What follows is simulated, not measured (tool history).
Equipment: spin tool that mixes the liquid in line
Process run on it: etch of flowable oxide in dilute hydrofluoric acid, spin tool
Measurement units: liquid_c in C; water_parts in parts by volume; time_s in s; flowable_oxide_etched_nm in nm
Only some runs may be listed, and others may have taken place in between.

run,hour,liquid_c,water_parts,time_s,flowable_oxide_etched_nm
1,0.0,24.0,300,285,22.713
2,6.0,24.0,300,310,24.666
3,13.0,22.5,315,310,21.923
4,14.7,22.5,240,310,31.073
5,20.2,21.5,265,310,26.784
6,24.4,23.5,265,310,28.713
7,29.0,22.5,290,310,24.645
8,35.4,21.5,305,310,22.479
9,37.9,21.5,305,310,22.177
10,40.4,20.5,320,310,20.068
# hour 48.2: hydrofluoric acid flow meter replaced
11,48.2,20.0,335,310,20.008
12,56.5,19.5,355,310,18.282
13,65.6,19.0,370,310,16.977

Estimate the outcome of run 14 from the log above:
14,71.2,18.5,380,310,?

{"run 14": {"flowable_oxide_etched_nm": 16.013}}

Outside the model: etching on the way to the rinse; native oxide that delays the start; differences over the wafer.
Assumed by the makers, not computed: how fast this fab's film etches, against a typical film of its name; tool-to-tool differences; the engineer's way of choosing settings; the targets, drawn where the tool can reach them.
